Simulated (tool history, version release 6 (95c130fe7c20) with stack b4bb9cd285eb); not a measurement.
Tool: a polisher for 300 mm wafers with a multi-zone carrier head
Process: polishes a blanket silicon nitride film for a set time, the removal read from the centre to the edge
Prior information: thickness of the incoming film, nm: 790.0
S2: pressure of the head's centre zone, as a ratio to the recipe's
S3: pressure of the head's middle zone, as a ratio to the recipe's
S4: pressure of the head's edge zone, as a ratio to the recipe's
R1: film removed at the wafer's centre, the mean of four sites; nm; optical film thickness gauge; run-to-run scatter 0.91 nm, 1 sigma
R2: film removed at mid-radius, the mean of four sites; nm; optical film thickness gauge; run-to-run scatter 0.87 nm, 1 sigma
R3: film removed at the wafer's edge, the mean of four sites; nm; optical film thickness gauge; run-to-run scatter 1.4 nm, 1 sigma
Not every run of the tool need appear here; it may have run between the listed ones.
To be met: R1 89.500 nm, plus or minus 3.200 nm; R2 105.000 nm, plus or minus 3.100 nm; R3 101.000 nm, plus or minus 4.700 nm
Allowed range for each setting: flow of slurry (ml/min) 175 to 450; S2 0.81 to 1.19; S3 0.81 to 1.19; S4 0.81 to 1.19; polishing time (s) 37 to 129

run 1 hour=0.0 | flow_of_slurry_(ml/min)=290 S2=1.00 S3=1.00 S4=1.00 polishing_time_(s)=83 | R1=106.480 R2=105.450 R3=103.600
run 2 hour=2.1 | flow_of_slurry_(ml/min)=285 S2=0.99 S3=1.00 S4=1.00 polishing_time_(s)=83 | R1=101.380 R2=102.370 R3=106.370
run 3 hour=7.9 | flow_of_slurry_(ml/min)=285 S2=0.99 S3=0.92 S4=1.00 polishing_time_(s)=83 | R1=102.160 R2=96.378 R3=109.280
run 4 hour=13.5 | flow_of_slurry_(ml/min)=255 S2=0.99 S3=0.92 S4=1.00 polishing_time_(s)=83 | R1=101.750 R2=96.667 R3=106.780
run 5 hour=15.5 | flow_of_slurry_(ml/min)=255 S2=0.99 S3=0.87 S4=1.00 polishing_time_(s)=83 | R1=100.640 R2=91.743 R3=105.890
run 6 hour=20.9 | flow_of_slurry_(ml/min)=255 S2=1.06 S3=0.87 S4=1.00 polishing_time_(s)=83 | R1=109.820 R2=92.860 R3=105.870
run 7 hour=27.3 | flow_of_slurry_(ml/min)=250 S2=1.04 S3=0.89 S4=1.00 polishing_time_(s)=83 | R1=104.320 R2=92.692 R3=106.270
run 8 hour=33.0 | flow_of_slurry_(ml/min)=245 S2=1.03 S3=0.91 S4=1.00 polishing_time_(s)=83 | R1=104.530 R2=94.135 R3=105.150
run 9 hour=35.9 | flow_of_slurry_(ml/min)=245 S2=1.03 S3=0.91 S4=1.00 polishing_time_(s)=83 | R1=105.940 R2=93.761 R3=103.740
run 10 hour=39.6 | flow_of_slurry_(ml/min)=250 S2=1.01 S3=0.93 S4=0.99 polishing_time_(s)=83 | R1=104.180 R2=97.802 R3=104.780
run 11 hour=42.0 | flow_of_slurry_(ml/min)=240 S2=0.91 S3=1.00 S4=0.91 polishing_time_(s)=80 | R1=89.722 R2=99.689 R3=98.455

Which one of the following 5 next-run settings gets every result inside its allowed miss? There is exactly one.
run A hour=44.4 | flow_of_slurry_(ml/min)=180 S2=0.92 S3=0.93 S4=0.94 polishing_time_(s)=90 | R1=? R2=? R3=?
run B hour=44.4 | flow_of_slurry_(ml/min)=200 S2=0.91 S3=1.04 S4=0.86 polishing_time_(s)=81 | R1=? R2=? R3=?
run C hour=44.4 | flow_of_slurry_(ml/min)=255 S2=0.81 S3=0.86 S4=0.97 polishing_time_(s)=88 | R1=? R2=? R3=?
run D hour=44.4 | flow_of_slurry_(ml/min)=185 S2=0.98 S3=0.94 S4=0.91 polishing_time_(s)=86 | R1=? R2=? R3=?
run E hour=44.4 | flow_of_slurry_(ml/min)=370 S2=0.83 S3=1.01 S4=0.88 polishing_time_(s)=81 | R1=? R2=? R3=?

move=A R1=96.108 R2=99.741 R3=104.910
move=B R1=87.645 R2=99.936 R3=92.481
move=C R1=89.501 R2=97.248 R3=108.420
move=D R1=97.701 R2=96.596 R3=99.375
move=E R1=87.934 R2=105.400 R3=98.849
A: the biggest miss grows against the last run
B: the biggest miss grows against the last run
C: the biggest miss grows against the last run
D: the biggest miss grows against the last run
E: every result within its allowed miss
Correct choice: E, which meets every target

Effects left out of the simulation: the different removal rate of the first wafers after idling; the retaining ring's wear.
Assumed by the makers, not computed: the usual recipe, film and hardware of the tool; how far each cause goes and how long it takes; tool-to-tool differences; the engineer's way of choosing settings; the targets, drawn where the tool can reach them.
